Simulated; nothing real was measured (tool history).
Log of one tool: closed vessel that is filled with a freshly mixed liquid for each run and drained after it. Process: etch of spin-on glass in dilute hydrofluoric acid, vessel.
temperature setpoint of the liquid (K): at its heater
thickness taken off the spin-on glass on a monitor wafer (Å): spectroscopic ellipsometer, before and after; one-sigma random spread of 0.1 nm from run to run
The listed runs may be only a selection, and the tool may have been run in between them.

run,hour,temperature setpoint of the liquid (K),parts of water to one part of 49 % hydrofluoric acid (parts by volume),time in the liquid (s),thickness taken off the spin-on glass on a monitor wafer (Å)
1,0,297.15,290,155,162.26
2,3.5,294.15,290,155,145.65
3,11.9,293.15,290,155,140.33
4,20.5,295.15,285,155,154.83
5,25.5,293.65,285,155,146.65
6,32.3,295.65,280,155,160.02
7,39.7,297.15,275,155,173.71

Predict the results of run 8:
# hour 47.3: thermometer replaced
8,47.3,298.65,270,155,?

thickness taken off the spin-on glass on a monitor wafer (Å): 196.66
